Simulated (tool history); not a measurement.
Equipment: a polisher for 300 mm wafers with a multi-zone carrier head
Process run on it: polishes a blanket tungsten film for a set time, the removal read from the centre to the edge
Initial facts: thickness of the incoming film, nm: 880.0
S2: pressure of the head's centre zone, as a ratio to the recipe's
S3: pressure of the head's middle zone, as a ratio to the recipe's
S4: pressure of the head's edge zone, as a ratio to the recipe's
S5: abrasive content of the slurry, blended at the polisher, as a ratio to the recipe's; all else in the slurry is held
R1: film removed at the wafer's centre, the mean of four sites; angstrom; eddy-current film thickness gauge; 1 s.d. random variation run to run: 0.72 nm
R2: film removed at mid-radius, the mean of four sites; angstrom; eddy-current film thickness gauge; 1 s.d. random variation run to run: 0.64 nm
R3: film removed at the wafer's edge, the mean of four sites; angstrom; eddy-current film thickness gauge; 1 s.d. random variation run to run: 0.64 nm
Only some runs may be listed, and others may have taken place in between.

{"run": 1, "day": 0.0, "flow of slurry (ml/min)": 235, "S2": 1.0, "S3": 1.0, "S4": 1.0, "S5": 1.0, "polishing time (s)": 34, "R1": 1165.0, "R2": 1165.0, "R3": 1104.4}
{"run": 2, "day": 0.117, "flow of slurry (ml/min)": 230, "S2": 1.0, "S3": 0.97, "S4": 0.99, "S5": 0.9, "polishing time (s)": 32, "R1": 1064.0, "R2": 1019.8, "R3": 1052.4}
{"run": 3, "day": 0.212, "flow of slurry (ml/min)": 230, "S2": 0.95, "S3": 0.97, "S4": 0.99, "S5": 0.9, "polishing time (s)": 32, "R1": 1029.8, "R2": 1012.9, "R3": 1028.5}
{"run": 4, "day": 0.362, "flow of slurry (ml/min)": 230, "S2": 0.95, "S3": 0.97, "S4": 0.95, "S5": 0.9, "polishing time (s)": 32, "R1": 995.71, "R2": 1017.3, "R3": 1009.0}
{"run": 5, "day": 0.517, "flow of slurry (ml/min)": 230, "S2": 0.95, "S3": 0.97, "S4": 1.01, "S5": 0.9, "polishing time (s)": 32, "R1": 1029.5, "R2": 1010.8, "R3": 1043.4}
{"run": 6, "day": 0.788, "flow of slurry (ml/min)": 230, "S2": 0.95, "S3": 0.97, "S4": 1.01, "S5": 1.1, "polishing time (s)": 32, "R1": 1083.1, "R2": 1084.6, "R3": 1071.3}
{"run": 7, "day": 0.812, "flow of slurry (ml/min)": 235, "S2": 0.98, "S3": 0.97, "S4": 0.99, "S5": 1.0, "polishing time (s)": 29, "R1": 977.67, "R2": 943.73, "R3": 959.71}
{"run": 8, "day": 1.029, "flow of slurry (ml/min)": 240, "S2": 1.0, "S3": 0.97, "S4": 0.98, "S5": 0.95, "polishing time (s)": 27, "R1": 909.44, "R2": 883.77, "R3": 880.92}
{"run": 9, "day": 1.112, "flow of slurry (ml/min)": 245, "S2": 1.02, "S3": 0.96, "S4": 0.97, "S5": 0.9, "polishing time (s)": 26, "R1": 886.75, "R2": 822.28, "R3": 835.05}
{"run": 10, "day": 1.292, "flow of slurry (ml/min)": 250, "S2": 1.02, "S3": 0.95, "S4": 0.95, "S5": 0.85, "polishing time (s)": 25, "R1": 848.91, "R2": 773.59, "R3": 768.18}
{"run": 11, "day": 1.317, "flow of slurry (ml/min)": 245, "S2": 1.01, "S3": 0.93, "S4": 0.94, "S5": 0.8, "polishing time (s)": 25, "R1": 812.13, "R2": 755.99, "R3": 761.61}

Run 12 comes next. What will it give?
{"run": 12, "day": 1.417, "flow of slurry (ml/min)": 245, "S2": 1.01, "S3": 0.91, "S4": 0.93, "S5": 0.75, "polishing time (s)": 25, "R1": "?", "R2": "?", "R3": "?"}

{"run 12": {"R1": 796.31, "R2": 738.73, "R3": 766.88}}
